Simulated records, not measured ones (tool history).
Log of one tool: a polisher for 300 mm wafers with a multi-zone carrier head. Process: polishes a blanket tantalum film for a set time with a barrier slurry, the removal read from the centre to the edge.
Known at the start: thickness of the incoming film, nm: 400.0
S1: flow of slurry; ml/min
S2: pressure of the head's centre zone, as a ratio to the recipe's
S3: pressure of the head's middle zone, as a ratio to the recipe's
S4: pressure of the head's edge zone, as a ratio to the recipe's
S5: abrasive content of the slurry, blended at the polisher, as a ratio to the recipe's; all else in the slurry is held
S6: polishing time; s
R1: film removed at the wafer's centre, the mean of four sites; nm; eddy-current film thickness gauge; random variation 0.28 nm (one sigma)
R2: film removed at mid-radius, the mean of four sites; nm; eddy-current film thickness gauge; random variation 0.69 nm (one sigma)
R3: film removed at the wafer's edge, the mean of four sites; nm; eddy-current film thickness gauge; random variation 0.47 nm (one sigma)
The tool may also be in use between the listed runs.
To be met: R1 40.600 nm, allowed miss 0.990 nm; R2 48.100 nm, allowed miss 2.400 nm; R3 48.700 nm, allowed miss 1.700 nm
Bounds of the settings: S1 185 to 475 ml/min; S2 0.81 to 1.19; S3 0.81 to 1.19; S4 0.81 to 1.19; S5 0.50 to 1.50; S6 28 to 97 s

| run | hour | S1 | S2 | S3 | S4 | S5 | S6 | R1 | R2 | R3 |
|---|---|---|---|---|---|---|---|---|---|---|
| 1 | 0.0 | 305 | 1.00 | 1.00 | 1.00 | 1.00 | 62 | 59.343 | 61.202 | 60.395 |
| 2 | 6.6 | 305 | 1.00 | 1.00 | 1.00 | 0.85 | 62 | 55.865 | 55.623 | 57.023 |
| 3 | 14.0 | 305 | 1.00 | 1.00 | 0.95 | 0.85 | 62 | 55.835 | 56.254 | 56.534 |
| 4 | 16.6 | 365 | 1.00 | 1.00 | 0.95 | 0.85 | 62 | 56.427 | 57.303 | 57.109 |
| 5 | 20.3 | 365 | 0.96 | 1.00 | 0.93 | 0.75 | 62 | 51.459 | 53.831 | 53.011 |
| 6 | 22.4 | 435 | 0.96 | 1.00 | 0.93 | 0.75 | 62 | 52.652 | 54.778 | 53.825 |
| 7 | 24.0 | 425 | 0.92 | 1.00 | 0.94 | 0.70 | 62 | 48.914 | 53.405 | 51.886 |
| 8 | 28.4 | 415 | 0.89 | 0.99 | 0.96 | 0.70 | 62 | 47.512 | 53.373 | 52.550 |
| 9 | 29.8 | 410 | 0.87 | 0.98 | 0.96 | 0.65 | 62 | 43.912 | 49.982 | 51.349 |
| 10 | 34.7 | 400 | 0.86 | 0.98 | 0.94 | 0.65 | 62 | 43.435 | 51.421 | 51.103 |
| 11 | 36.8 | 385 | 0.83 | 0.92 | 0.91 | 0.50 | 62 | 37.191 | 42.758 | 43.778 |
| 12 | 43.1 | 390 | 0.84 | 0.94 | 0.93 | 0.50 | 62 | 37.077 | 42.151 | 44.583 |
| 13 | 47.6 | 400 | 0.85 | 0.97 | 0.94 | 0.50 | 62 | 38.108 | 43.284 | 44.305 |
| 14 | 55.5 | 410 | 0.85 | 0.98 | 0.95 | 0.50 | 62 | 37.943 | 44.426 | 44.593 |
| 15 | 62.4 | 415 | 0.85 | 0.99 | 0.97 | 0.50 | 62 | 38.084 | 46.332 | 45.067 |
| 16 | 63.6 | 420 | 0.85 | 0.98 | 0.99 | 0.50 | 62 | 37.560 | 44.604 | 45.947 |
| 17 | 68.0 | 425 | 0.86 | 0.99 | 1.00 | 0.50 | 62 | 38.205 | 46.538 | 44.644 |

Which of these 4 next moves meets every target?
| A | 72.4 | 435 | 0.83 | 1.04 | 1.18 | 0.50 | 63 | ? | ? | ? |
| B | 72.4 | 405 | 0.84 | 0.85 | 0.93 | 0.60 | 61 | ? | ? | ? |
| C | 72.4 | 355 | 0.89 | 0.87 | 0.96 | 0.55 | 64 | ? | ? | ? |
| D | 72.4 | 325 | 0.88 | 1.03 | 1.09 | 0.65 | 57 | ? | ? | ? |

| move | R1 | R2 | R3 |
|---|---|---|---|
| A | 37.220 | 48.494 | 48.128 |
| B | 39.910 | 43.486 | 47.538 |
| C | 42.140 | 44.165 | 47.894 |
| D | 40.061 | 48.879 | 47.835 |
A: further off than the last run
B: brings the result that was furthest off to its target, and leaves another outside
C: takes the result that was furthest off past its target
D: meets every target
Move D is the one to make.

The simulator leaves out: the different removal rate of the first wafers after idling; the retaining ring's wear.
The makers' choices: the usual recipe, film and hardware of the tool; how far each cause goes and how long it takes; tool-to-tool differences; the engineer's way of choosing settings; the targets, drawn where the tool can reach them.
